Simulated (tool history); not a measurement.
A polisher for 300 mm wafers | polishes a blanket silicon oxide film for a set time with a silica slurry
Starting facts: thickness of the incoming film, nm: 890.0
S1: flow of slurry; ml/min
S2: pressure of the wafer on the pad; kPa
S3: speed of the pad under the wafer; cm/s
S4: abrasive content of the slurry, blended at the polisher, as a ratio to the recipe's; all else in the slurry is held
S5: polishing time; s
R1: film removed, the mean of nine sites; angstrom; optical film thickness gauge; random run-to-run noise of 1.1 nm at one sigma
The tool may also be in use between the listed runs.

run 1 hour=0 | S1=255 S2=29.6 S3=140 S4=1 S5=35 | R1=1546.3
run 2 hour=8.7 | S1=255 S2=29.6 S3=108 S4=1 S5=35 | R1=1215.3
run 3 hour=9.5 | S1=255 S2=29 S3=108 S4=1 S5=35 | R1=1198.6
run 4 hour=10.7 | S1=255 S2=28.3 S3=108 S4=1 S5=35 | R1=1203.8
run 5 hour=17.7 | S1=255 S2=28.3 S3=142 S4=1 S5=35 | R1=1514.2
run 6 hour=19.8 | S1=255 S2=28.3 S3=142 S4=1 S5=32 | R1=1351

Run 7 is up next; what results do you expect?
run 7 hour=21.2 | S1=255 S2=26.9 S3=142 S4=1 S5=32 | R1=?

{"run 7": {"R1": 1298.3}}
